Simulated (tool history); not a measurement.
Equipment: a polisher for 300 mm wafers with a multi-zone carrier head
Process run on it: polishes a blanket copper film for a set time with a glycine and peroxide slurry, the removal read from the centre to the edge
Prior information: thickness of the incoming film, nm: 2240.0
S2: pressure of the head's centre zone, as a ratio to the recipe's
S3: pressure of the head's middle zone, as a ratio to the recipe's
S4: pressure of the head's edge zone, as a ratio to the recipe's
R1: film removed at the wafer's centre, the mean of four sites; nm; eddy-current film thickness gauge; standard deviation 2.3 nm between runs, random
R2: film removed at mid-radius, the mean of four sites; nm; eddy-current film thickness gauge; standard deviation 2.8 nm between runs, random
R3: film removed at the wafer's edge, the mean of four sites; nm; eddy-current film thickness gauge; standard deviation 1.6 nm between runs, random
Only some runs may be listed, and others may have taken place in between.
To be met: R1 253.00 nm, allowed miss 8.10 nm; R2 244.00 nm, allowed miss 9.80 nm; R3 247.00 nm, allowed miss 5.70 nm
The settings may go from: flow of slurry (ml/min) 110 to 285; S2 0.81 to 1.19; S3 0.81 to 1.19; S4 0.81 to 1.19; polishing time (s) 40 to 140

{"run": 1, "hour": 0.0, "flow of slurry (ml/min)": 180, "S2": 1.0, "S3": 1.0, "S4": 1.0, "polishing time (s)": 90, "R1": 433.03, "R2": 389.8, "R3": 389.61}
{"run": 2, "hour": 2.2, "flow of slurry (ml/min)": 180, "S2": 1.0, "S3": 1.0, "S4": 1.09, "polishing time (s)": 90, "R1": 427.13, "R2": 403.64, "R3": 403.81}
{"run": 3, "hour": 3.6, "flow of slurry (ml/min)": 170, "S2": 0.97, "S3": 0.99, "S4": 1.04, "polishing time (s)": 80, "R1": 373.29, "R2": 343.79, "R3": 351.77}
{"run": 4, "hour": 6.3, "flow of slurry (ml/min)": 160, "S2": 0.94, "S3": 1.0, "S4": 1.0, "polishing time (s)": 73, "R1": 323.54, "R2": 311.17, "R3": 316.96}
{"run": 5, "hour": 9.3, "flow of slurry (ml/min)": 160, "S2": 0.94, "S3": 0.92, "S4": 1.0, "polishing time (s)": 73, "R1": 328.55, "R2": 301.58, "R3": 312.1}
{"run": 6, "hour": 11.4, "flow of slurry (ml/min)": 185, "S2": 0.94, "S3": 0.92, "S4": 1.0, "polishing time (s)": 73, "R1": 330.53, "R2": 297.66, "R3": 323.6}
{"run": 7, "hour": 18.5, "flow of slurry (ml/min)": 165, "S2": 0.92, "S3": 0.92, "S4": 0.96, "polishing time (s)": 70, "R1": 304.65, "R2": 284.74, "R3": 294.93}
{"hour": 25.6, "done": "centre zone pressure recalibrated"}
{"run": 8, "hour": 25.6, "flow of slurry (ml/min)": 160, "S2": 0.9, "S3": 0.9, "S4": 0.92, "polishing time (s)": 69, "R1": 267.8, "R2": 273.08, "R3": 291.45}
{"run": 9, "hour": 28.8, "flow of slurry (ml/min)": 150, "S2": 0.93, "S3": 0.9, "S4": 0.89, "polishing time (s)": 67, "R1": 270.5, "R2": 265.64, "R3": 277.32}
{"run": 10, "hour": 36.8, "flow of slurry (ml/min)": 125, "S2": 0.93, "S3": 0.88, "S4": 0.81, "polishing time (s)": 61, "R1": 237.8, "R2": 228.05, "R3": 238.21}
{"run": 11, "hour": 39.9, "flow of slurry (ml/min)": 135, "S2": 0.93, "S3": 0.89, "S4": 0.81, "polishing time (s)": 61, "R1": 238.05, "R2": 235.17, "R3": 239.98}

Which of these 5 next moves meets every target?
{"run": "A", "hour": 43.0, "flow of slurry (ml/min)": 185, "S2": 0.89, "S3": 0.9, "S4": 0.81, "polishing time (s)": 60, "R1": "?", "R2": "?", "R3": "?"}
{"run": "B", "hour": 43.0, "flow of slurry (ml/min)": 180, "S2": 0.86, "S3": 0.91, "S4": 0.81, "polishing time (s)": 56, "R1": "?", "R2": "?", "R3": "?"}
{"run": "C", "hour": 43.0, "flow of slurry (ml/min)": 115, "S2": 0.91, "S3": 0.86, "S4": 0.86, "polishing time (s)": 65, "R1": "?", "R2": "?", "R3": "?"}
{"run": "D", "hour": 43.0, "flow of slurry (ml/min)": 150, "S2": 0.9, "S3": 0.93, "S4": 0.81, "polishing time (s)": 66, "R1": "?", "R2": "?", "R3": "?"}
{"run": "E", "hour": 43.0, "flow of slurry (ml/min)": 115, "S2": 0.98, "S3": 0.93, "S4": 0.81, "polishing time (s)": 64, "R1": "?", "R2": "?", "R3": "?"}

move=A R1=238.56 R2=245.84 R3=248.62
move=B R1=214.06 R2=230.61 R3=231.28
move=C R1=237.67 R2=233.63 R3=256.16
move=D R1=254.89 R2=268.07 R3=266.32
move=E R1=252.29 R2=245.37 R3=248.03
A: no nearer and no further than the last run
B: misses by more than the last run did
C: no nearer and no further than the last run
D: the furthest-off result lands on target, but another misses its tolerance
E: hits every target within its allowed miss
Move E is the one to make.
